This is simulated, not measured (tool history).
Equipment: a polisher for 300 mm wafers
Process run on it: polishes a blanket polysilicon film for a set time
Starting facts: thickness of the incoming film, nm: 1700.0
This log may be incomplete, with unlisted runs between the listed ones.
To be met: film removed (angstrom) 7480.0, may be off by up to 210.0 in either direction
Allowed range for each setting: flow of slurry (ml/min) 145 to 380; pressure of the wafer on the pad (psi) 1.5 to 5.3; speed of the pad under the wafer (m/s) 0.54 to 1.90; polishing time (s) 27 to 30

run,hour,flow of slurry (ml/min),pressure of the wafer on the pad (psi),speed of the pad under the wafer (m/s),polishing time (s),film removed (angstrom)
1,0.0,245,3.4,1.22,30,3956.7
2,4.8,250,3.7,1.24,30,4384.0
3,13.0,250,3.7,1.36,30,4719.8
4,16.5,250,4.0,1.36,30,5104.0
5,19.7,250,4.0,1.14,30,4358.9
6,25.9,255,4.2,1.18,30,4649.1
7,31.1,255,4.2,1.18,30,4711.0
8,36.5,255,4.4,1.22,30,5051.3
9,37.4,255,4.6,1.26,30,5380.1
10,38.1,260,4.7,1.30,30,5755.0
11,41.9,260,4.7,1.30,30,5742.5
12,43.1,260,4.8,1.34,30,5995.3
13,48.7,260,4.9,1.36,30,6172.9
14,54.4,260,5.0,1.38,30,6403.7

Which single option among these 4 for the next run brings every result within its allowed miss of target? Just one does.
A,60.1,190,4.5,1.38,27,?
B,60.1,280,4.8,1.78,29,?
C,60.1,330,5.3,1.26,28,?
D,60.1,305,4.1,1.34,30,?

move,film removed (angstrom)
A,4971.2
B,7451.3
C,5984.3
D,5216.4
A: moves away from the targets compared with the last run
B: in spec on every target
C: moves away from the targets compared with the last run
D: moves away from the targets compared with the last run
Answer: B
